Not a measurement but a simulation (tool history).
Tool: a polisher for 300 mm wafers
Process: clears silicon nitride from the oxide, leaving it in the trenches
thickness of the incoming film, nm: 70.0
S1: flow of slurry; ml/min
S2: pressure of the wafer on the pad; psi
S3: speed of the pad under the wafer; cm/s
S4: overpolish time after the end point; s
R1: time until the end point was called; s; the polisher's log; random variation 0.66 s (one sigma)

| run | hour | S1 | S2 | S3 | S4 | R1 |
|---|---|---|---|---|---|---|
| 1 | 0.0 | 255 | 2.2 | 126 | 4 | 64.406 |
| 2 | 3.4 | 255 | 2.2 | 126 | 3 | 64.626 |
| 3 | 9.7 | 255 | 2.6 | 126 | 3 | 56.165 |
| 4 | 13.4 | 255 | 2.8 | 128 | 3 | 53.961 |
| 5 | 20.4 | 255 | 3.0 | 132 | 3 | 48.370 |
| 6 | 25.7 | 255 | 3.1 | 134 | 3 | 46.379 |
| 7 | 26.6 | 255 | 3.1 | 134 | 3 | 45.650 |

The next listed run, before its measurement:
| 8 | 29.7 | 255 | 3.2 | 134 | 3 | ? |

{"run 8": {"R1": 45.355}}
